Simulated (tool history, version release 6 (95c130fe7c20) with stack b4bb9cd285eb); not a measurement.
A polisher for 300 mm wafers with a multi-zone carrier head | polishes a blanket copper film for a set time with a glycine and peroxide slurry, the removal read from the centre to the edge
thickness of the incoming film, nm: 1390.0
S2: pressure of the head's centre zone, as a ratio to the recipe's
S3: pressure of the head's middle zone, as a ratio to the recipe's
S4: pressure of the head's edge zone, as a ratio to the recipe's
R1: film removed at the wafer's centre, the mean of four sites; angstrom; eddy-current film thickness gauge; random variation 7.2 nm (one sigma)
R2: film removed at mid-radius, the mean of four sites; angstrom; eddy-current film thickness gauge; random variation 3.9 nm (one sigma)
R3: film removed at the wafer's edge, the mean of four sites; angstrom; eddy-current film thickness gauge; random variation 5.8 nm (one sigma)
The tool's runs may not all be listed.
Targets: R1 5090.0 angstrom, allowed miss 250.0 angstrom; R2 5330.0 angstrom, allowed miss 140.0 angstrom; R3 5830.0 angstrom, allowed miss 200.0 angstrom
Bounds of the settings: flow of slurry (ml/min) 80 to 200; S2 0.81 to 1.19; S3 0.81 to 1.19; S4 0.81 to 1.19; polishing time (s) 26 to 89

Run 1, hour 0.0: flow of slurry (ml/min) 130, S2 1.00, S3 1.00, S4 1.00, polishing time (s) 57. Result: R1 4495.2 angstrom, R2 4542.9 angstrom, R3 4593.0 angstrom.
Run 2, hour 8.6: flow of slurry (ml/min) 140, S2 0.99, S3 1.00, S4 1.04, polishing time (s) 58. Result: R1 4624.3 angstrom, R2 4692.7 angstrom, R3 4843.1 angstrom.
Run 3, hour 10.3: flow of slurry (ml/min) 140, S2 0.99, S3 0.94, S4 1.04, polishing time (s) 58. Result: R1 4682.4 angstrom, R2 4438.2 angstrom, R3 4809.6 angstrom.
Run 4, hour 17.0: flow of slurry (ml/min) 140, S2 0.99, S3 1.00, S4 1.04, polishing time (s) 58. Result: R1 4828.1 angstrom, R2 4697.3 angstrom, R3 4869.1 angstrom.
Run 5, hour 21.0: flow of slurry (ml/min) 130, S2 0.99, S3 1.00, S4 1.04, polishing time (s) 58. Result: R1 4552.0 angstrom, R2 4622.0 angstrom, R3 4763.1 angstrom.
Run 6, hour 25.6: flow of slurry (ml/min) 130, S2 0.92, S3 1.00, S4 1.04, polishing time (s) 58. Result: R1 4218.1 angstrom, R2 4688.0 angstrom, R3 4656.1 angstrom.
Run 7, hour 26.8: flow of slurry (ml/min) 130, S2 0.92, S3 1.00, S4 1.04, polishing time (s) 58. Result: R1 4218.4 angstrom, R2 4627.6 angstrom, R3 4708.9 angstrom.
Run 8, hour 32.6: flow of slurry (ml/min) 140, S2 0.92, S3 1.00, S4 1.08, polishing time (s) 59. Result: R1 4424.1 angstrom, R2 4759.4 angstrom, R3 4967.7 angstrom.
Run 9, hour 38.8: flow of slurry (ml/min) 150, S2 0.92, S3 1.01, S4 1.11, polishing time (s) 59. Result: R1 4631.7 angstrom, R2 4928.2 angstrom, R3 5113.5 angstrom.
Run 10, hour 40.3: flow of slurry (ml/min) 155, S2 0.91, S3 1.00, S4 1.13, polishing time (s) 60. Result: R1 4481.7 angstrom, R2 5063.9 angstrom, R3 5259.8 angstrom.
Run 11, hour 42.5: flow of slurry (ml/min) 155, S2 0.91, S3 1.00, S4 1.13, polishing time (s) 60. Result: R1 4680.6 angstrom, R2 4992.6 angstrom, R3 5259.9 angstrom.
Run 12, hour 50.1: flow of slurry (ml/min) 160, S2 0.90, S3 1.00, S4 1.14, polishing time (s) 61. Result: R1 4548.6 angstrom, R2 5145.4 angstrom, R3 5325.2 angstrom.

4 next moves are on the table. One of them brings every result within its allowed miss. Which?
Run A, hour 57.7: flow of slurry (ml/min) 120, S2 0.97, S3 1.02, S4 1.19, polishing time (s) 67. Result: R1 ?, R2 ?, R3 ?.
Run B, hour 57.7: flow of slurry (ml/min) 180, S2 1.00, S3 1.05, S4 1.06, polishing time (s) 60. Result: R1 ?, R2 ?, R3 ?.
Run C, hour 57.7: flow of slurry (ml/min) 180, S2 0.85, S3 1.00, S4 1.19, polishing time (s) 63. Result: R1 ?, R2 ?, R3 ?.
Run D, hour 57.7: flow of slurry (ml/min) 155, S2 1.00, S3 0.96, S4 1.12, polishing time (s) 67. Result: R1 ?, R2 ?, R3 ?.

move      R1      R2      R3
   A  5221.6  5308.5  5839.0
   B  5313.4  5306.7  5238.0
   C  4734.2  5349.6  5838.7
   D  5751.5  5346.7  5902.9
A: meets every target
B: further off than the last run
C: brings the result that was furthest off to its target, and leaves another outside
D: brings the result that was furthest off to its target, and leaves another outside
The right move is A.
